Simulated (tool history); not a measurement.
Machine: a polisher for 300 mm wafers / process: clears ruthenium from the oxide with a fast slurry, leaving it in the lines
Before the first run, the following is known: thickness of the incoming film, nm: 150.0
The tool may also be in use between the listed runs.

| run | hour | flow of slurry (ml/min) | pressure of the wafer on the pad (psi) | speed of the pad under the wafer (m/s) | abrasive content of the slurry | overpolish time after the end point (s) | time until the end point was called (s) | dishing of a wide line in a test structure (nm) |
|---|---|---|---|---|---|---|---|---|
| 1 | 0 | 265 | 3.5 | 1.02 | 1 | 20 | 28.406 | 54.666 |
| 2 | 3.3 | 265 | 3.5 | 1.02 | 0.8 | 20 | 31.375 | 51.071 |
| 3 | 11.1 | 265 | 3.5 | 1.02 | 0.65 | 20 | 34.246 | 49.502 |
| 4 | 15.8 | 205 | 3.5 | 1.02 | 0.65 | 20 | 35.722 | 45.999 |
| 5 | 17.6 | 205 | 3.5 | 1.02 | 0.65 | 14 | 35.876 | 38.535 |
| 6 | 26.2 | 200 | 3.7 | 1.06 | 0.65 | 13 | 32.689 | 37.494 |
| 7 | 32.7 | 200 | 3.9 | 1.08 | 0.65 | 12 | 30.692 | 39.319 |
| 8 | 40 | 195 | 4 | 1.12 | 0.65 | 11 | 28.906 | 37.271 |
| 9 | 42.1 | 190 | 4.2 | 1.16 | 0.65 | 10 | 26.545 | 36.515 |

Predict the results of run 10:
| 10 | 49.5 | 190 | 4.2 | 1.16 | 0.65 | 10 | ? | ? |

For run 10 the tool returned time until the end point was called (s) 27.023, dishing of a wide line in a test structure (nm) 36.913.

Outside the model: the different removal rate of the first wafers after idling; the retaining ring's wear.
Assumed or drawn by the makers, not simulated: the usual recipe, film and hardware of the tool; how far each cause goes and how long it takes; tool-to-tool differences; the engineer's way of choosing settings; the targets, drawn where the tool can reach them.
